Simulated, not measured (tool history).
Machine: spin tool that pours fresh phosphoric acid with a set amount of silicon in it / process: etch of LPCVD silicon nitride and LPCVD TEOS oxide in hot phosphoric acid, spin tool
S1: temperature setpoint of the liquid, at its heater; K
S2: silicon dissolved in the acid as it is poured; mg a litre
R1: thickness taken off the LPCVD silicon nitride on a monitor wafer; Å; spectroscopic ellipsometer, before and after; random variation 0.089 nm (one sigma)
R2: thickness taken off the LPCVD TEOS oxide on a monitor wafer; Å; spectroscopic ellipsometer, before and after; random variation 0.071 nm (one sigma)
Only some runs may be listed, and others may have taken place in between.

run 1 hour=0.0 | S1=435.15 S2=17.0 time_under_the_liquid_(s)=180 | R1=172.13 R2=7.8992
run 2 hour=1.7 | S1=434.15 S2=17.0 time_under_the_liquid_(s)=180 | R1=165.33 R2=6.7382
run 3 hour=9.8 | S1=432.65 S2=17.0 time_under_the_liquid_(s)=180 | R1=157.28 R2=5.9119
run 4 hour=10.7 | S1=432.65 S2=24.0 time_under_the_liquid_(s)=180 | R1=157.79 R2=4.5563
run 5 hour=14.3 | S1=434.15 S2=22.5 time_under_the_liquid_(s)=185 | R1=169.79 R2=6.4553
run 6 hour=16.1 | S1=434.15 S2=22.5 time_under_the_liquid_(s)=145 | R1=133.30 R2=3.9181
run 7 hour=20.2 | S1=435.15 S2=22.0 time_under_the_liquid_(s)=160 | R1=152.56 R2=6.0004
run 8 hour=27.9 | S1=436.15 S2=24.0 time_under_the_liquid_(s)=170 | R1=168.44 R2=6.0959
run 9 hour=34.7 | S1=437.15 S2=22.5 time_under_the_liquid_(s)=175 | R1=178.63 R2=6.1865
run 10 hour=36.7 | S1=437.65 S2=18.5 time_under_the_liquid_(s)=180 | R1=185.51 R2=7.5197
run 11 hour=38.9 | S1=438.15 S2=15.5 time_under_the_liquid_(s)=185 | R1=195.37 R2=9.0483
run 12 hour=43.7 | S1=438.65 S2=14.0 time_under_the_liquid_(s)=190 | R1=203.44 R2=10.9160
run 13 hour=48.6 | S1=439.15 S2=13.5 time_under_the_liquid_(s)=190 | R1=207.61 R2=11.5810
run 14 hour=54.7 | S1=439.15 S2=13.5 time_under_the_liquid_(s)=190 | R1=206.24 R2=10.7270
run 15 hour=57.5 | S1=439.15 S2=13.0 time_under_the_liquid_(s)=190 | R1=206.74 R2=9.6149
run 16 hour=65.0 | S1=439.15 S2=10.5 time_under_the_liquid_(s)=190 | R1=207.04 R2=12.5200
run 17 hour=73.8 | S1=439.65 S2=11.0 time_under_the_liquid_(s)=195 | R1=214.67 R2=13.3450

Expected results for the next run?
run 18 hour=75.8 | S1=439.65 S2=11.5 time_under_the_liquid_(s)=195 | R1=? R2=?

Run 18 came out at R1 214.93 Å, R2 12.0390 Å.

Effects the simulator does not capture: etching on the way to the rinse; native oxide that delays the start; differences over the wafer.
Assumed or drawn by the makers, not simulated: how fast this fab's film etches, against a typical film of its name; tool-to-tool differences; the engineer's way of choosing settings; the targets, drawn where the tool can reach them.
